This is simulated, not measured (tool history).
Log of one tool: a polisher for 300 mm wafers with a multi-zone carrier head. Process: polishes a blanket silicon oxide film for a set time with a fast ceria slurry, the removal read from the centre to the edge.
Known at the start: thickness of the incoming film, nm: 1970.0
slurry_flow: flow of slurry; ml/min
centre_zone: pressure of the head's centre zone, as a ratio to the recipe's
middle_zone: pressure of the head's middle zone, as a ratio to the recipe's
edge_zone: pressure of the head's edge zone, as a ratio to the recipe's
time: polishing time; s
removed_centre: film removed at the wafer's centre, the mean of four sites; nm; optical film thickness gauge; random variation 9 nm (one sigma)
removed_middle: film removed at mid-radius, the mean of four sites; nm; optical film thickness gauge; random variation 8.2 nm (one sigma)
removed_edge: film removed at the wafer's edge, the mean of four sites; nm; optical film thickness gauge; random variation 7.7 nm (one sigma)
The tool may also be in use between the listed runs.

run,day,slurry_flow,centre_zone,middle_zone,edge_zone,time,removed_centre,removed_middle,removed_edge
1,0,145,1,1,1,36,832.69,850.42,814.03
2,0.062,150,1.02,1,1.03,37,868.83,878.91,849.92
3,0.15,150,1.02,1,1.08,37,878.87,881.44,879.88
4,0.288,150,1.02,1,1,37,879.92,885.69,855.53
5,0.583,150,1.02,1,1,30,711.74,728.45,681.09
6,0.767,155,1.04,1,1.03,32,785.73,770.43,744.07
7,1.067,160,1.05,1,1.06,34,841.64,823.93,792.3
8,1.329,155,1.06,0.99,1.08,36,898.57,849.97,853.44
9,1.483,155,1.06,0.99,1.08,36,883.07,852.87,848.68
10,1.812,160,1.07,0.99,1.1,37,927.57,886.6,876.48
11,2.079,160,1.08,0.98,1.11,38,970.75,897.73,909.74
12,2.1,160,1.08,0.98,1.12,39,1000.8,931.64,935.83
13,2.438,160,1.08,0.97,1.13,40,1026.1,951.19,959.23
14,2.733,155,1.08,0.96,1.14,41,1029.1,937.86,982.06
15,2.812,160,1.08,0.95,1.15,42,1062.7,980.95,1012.8
16,3.092,195,1.1,0.87,1.19,44,1179.1,953.77,1102.4
17,3.3,200,1.1,0.88,1.19,44,1183.4,984.35,1097.1
18,3.45,205,1.1,0.89,1.19,44,1192.6,990.63,1114.2
19,3.804,205,1.1,0.89,1.19,44,1178.3,995.7,1111.1

Forecast run 20:
20,4.046,205,1.1,0.9,1.19,44,?,?,?

Run 20 gave removed_centre 1168.5 nm, removed_middle 1016.3 nm, removed_edge 1094.6 nm.
